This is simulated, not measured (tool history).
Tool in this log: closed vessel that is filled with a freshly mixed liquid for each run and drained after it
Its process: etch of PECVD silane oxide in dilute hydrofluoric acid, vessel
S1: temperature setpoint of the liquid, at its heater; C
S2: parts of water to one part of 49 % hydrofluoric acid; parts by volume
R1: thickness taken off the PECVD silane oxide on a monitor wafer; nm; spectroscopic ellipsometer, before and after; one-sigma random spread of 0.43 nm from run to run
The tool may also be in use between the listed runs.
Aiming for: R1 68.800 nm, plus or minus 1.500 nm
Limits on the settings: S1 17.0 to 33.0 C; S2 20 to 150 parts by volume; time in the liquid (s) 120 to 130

Run 1, hour 0.0: S1 25.0 C, S2 85 parts by volume, time in the liquid (s) 120. Result: R1 42.237 nm.
Run 2, hour 3.8: S1 25.0 C, S2 85 parts by volume, time in the liquid (s) 120. Result: R1 41.914 nm.
Run 3, hour 5.1: S1 28.5 C, S2 85 parts by volume, time in the liquid (s) 120. Result: R1 48.422 nm.
Run 4, hour 10.1: S1 28.5 C, S2 85 parts by volume, time in the liquid (s) 120. Result: R1 48.188 nm.
Run 5, hour 11.0: S1 30.5 C, S2 85 parts by volume, time in the liquid (s) 120. Result: R1 52.862 nm.
Run 6, hour 13.3: S1 30.5 C, S2 95 parts by volume, time in the liquid (s) 120. Result: R1 45.980 nm.
Run 7, hour 21.2: S1 31.0 C, S2 90 parts by volume, time in the liquid (s) 120. Result: R1 49.845 nm.
Run 8, hour 28.3: S1 31.5 C, S2 85 parts by volume, time in the liquid (s) 120. Result: R1 54.148 nm.
Run 9, hour 31.7: S1 32.5 C, S2 75 parts by volume, time in the liquid (s) 120. Result: R1 65.798 nm.
Run 10, hour 39.0: S1 33.0 C, S2 75 parts by volume, time in the liquid (s) 120. Result: R1 65.970 nm.
Run 11, hour 47.5: S1 33.0 C, S2 70 parts by volume, time in the liquid (s) 120. Result: R1 70.962 nm.

Exercise: of the 5 proposed moves below, exactly one satisfies all targets within the stated allowed misses. Which move is it?
Run A, hour 56.0: S1 31.0 C, S2 75 parts by volume, time in the liquid (s) 125. Result: R1 ?.
Run B, hour 56.0: S1 33.0 C, S2 75 parts by volume, time in the liquid (s) 120. Result: R1 ?.
Run C, hour 56.0: S1 31.0 C, S2 70 parts by volume, time in the liquid (s) 120. Result: R1 ?.
Run D, hour 56.0: S1 32.0 C, S2 70 parts by volume, time in the liquid (s) 120. Result: R1 ?.
Run E, hour 56.0: S1 32.5 C, S2 75 parts by volume, time in the liquid (s) 120. Result: R1 ?.

move      R1
   A  63.875
   B  66.185
   C  66.183
   D  68.781
   E  64.942
A: the result that was furthest off in the last run now lies on the other side of its target
B: the result that was furthest off in the last run now lies on the other side of its target
C: the result that was furthest off in the last run now lies on the other side of its target
D: in spec on every target
E: the result that was furthest off in the last run now lies on the other side of its target
Move D is the one to make.

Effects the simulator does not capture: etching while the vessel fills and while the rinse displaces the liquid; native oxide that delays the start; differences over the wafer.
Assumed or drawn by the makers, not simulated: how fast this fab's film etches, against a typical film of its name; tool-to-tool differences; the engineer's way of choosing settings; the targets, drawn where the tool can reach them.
